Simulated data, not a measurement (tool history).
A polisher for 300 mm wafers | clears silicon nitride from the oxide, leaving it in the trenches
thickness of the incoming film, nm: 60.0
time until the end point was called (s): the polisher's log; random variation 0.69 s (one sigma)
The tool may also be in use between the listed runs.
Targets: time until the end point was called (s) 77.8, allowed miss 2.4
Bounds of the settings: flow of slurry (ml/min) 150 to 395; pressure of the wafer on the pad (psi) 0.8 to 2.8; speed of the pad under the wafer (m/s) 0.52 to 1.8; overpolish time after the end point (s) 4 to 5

run,hour,flow of slurry (ml/min),pressure of the wafer on the pad (psi),speed of the pad under the wafer (m/s),overpolish time after the end point (s),time until the end point was called (s)
1,0,250,1.8,1.16,5,118.81
2,2.6,250,1.8,1.36,5,104.13
3,9,250,1.9,1.36,5,99.489
4,18,250,2,1.36,5,94.984
5,26.8,250,2,1.36,5,94.943
6,35.7,250,1.6,1.36,5,117.21
7,41.3,255,1.8,1.36,5,106.12
8,49.4,255,1.9,1.36,5,98.693
9,57.6,265,2.3,1.36,5,81.957

Which of these 5 next moves meets every target?
A,65.8,235,2.5,1.16,4,?
B,65.8,290,2.4,1.26,5,?
C,65.8,295,2.6,1.24,5,?
D,65.8,265,2.3,1.58,4,?
E,65.8,275,2.4,1.26,4,?

move,time until the end point was called (s)
A,87.257
B,83.294
C,77.84
D,73.351
E,83.747
A: further off than the last run
B: further off than the last run
C: meets every target
D: takes the result that was furthest off past its target
E: further off than the last run
The right move is C.
